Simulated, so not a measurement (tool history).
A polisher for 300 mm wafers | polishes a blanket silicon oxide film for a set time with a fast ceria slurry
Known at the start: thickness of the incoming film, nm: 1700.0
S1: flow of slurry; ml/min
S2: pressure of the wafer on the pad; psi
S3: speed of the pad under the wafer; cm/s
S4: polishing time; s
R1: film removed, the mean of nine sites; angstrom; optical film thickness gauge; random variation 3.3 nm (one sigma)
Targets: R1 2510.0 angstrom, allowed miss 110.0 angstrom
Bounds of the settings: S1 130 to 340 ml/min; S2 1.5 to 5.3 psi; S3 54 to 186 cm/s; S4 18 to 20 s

Run 1, day 0.000: S1 220 ml/min, S2 3.4 psi, S3 118 cm/s, S4 20 s. Result: R1 4946.7 angstrom.
Run 2, day 0.325: S1 220 ml/min, S2 2.6 psi, S3 118 cm/s, S4 20 s. Result: R1 3814.4 angstrom.
Run 3, day 0.533: S1 220 ml/min, S2 3.3 psi, S3 118 cm/s, S4 20 s. Result: R1 4782.6 angstrom.
Run 4, day 0.683: S1 220 ml/min, S2 3.3 psi, S3 118 cm/s, S4 20 s. Result: R1 4749.7 angstrom.
Run 5, day 0.867: S1 220 ml/min, S2 2.8 psi, S3 114 cm/s, S4 20 s. Result: R1 3922.2 angstrom.
At day 1.125: slurry nozzle cleaned.
Run 6, day 1.125: S1 260 ml/min, S2 2.8 psi, S3 114 cm/s, S4 20 s. Result: R1 4294.5 angstrom.
Run 7, day 1.329: S1 200 ml/min, S2 1.8 psi, S3 110 cm/s, S4 20 s. Result: R1 2670.4 angstrom.
Run 8, day 1.704: S1 195 ml/min, S2 1.8 psi, S3 110 cm/s, S4 20 s. Result: R1 2715.5 angstrom.
Run 9, day 2.017: S1 185 ml/min, S2 1.8 psi, S3 110 cm/s, S4 20 s. Result: R1 2708.4 angstrom.
Run 10, day 2.346: S1 185 ml/min, S2 1.5 psi, S3 110 cm/s, S4 20 s. Result: R1 2234.1 angstrom.

Which of these 4 next moves meets every target?
Run A, day 2.675: S1 205 ml/min, S2 1.5 psi, S3 126 cm/s, S4 18 s. Result: R1 ?.
Run B, day 2.675: S1 145 ml/min, S2 1.8 psi, S3 94 cm/s, S4 20 s. Result: R1 ?.
Run C, day 2.675: S1 140 ml/min, S2 2.0 psi, S3 106 cm/s, S4 20 s. Result: R1 ?.
Run D, day 2.675: S1 245 ml/min, S2 1.7 psi, S3 108 cm/s, S4 20 s. Result: R1 ?.

move      R1
   A  2237.3
   B  2295.0
   C  2736.0
   D  2555.4
A: as far off as the last run
B: nearer than the last run, and not there yet
C: takes the result that was furthest off past its target
D: meets every target
Move D is the one to make.
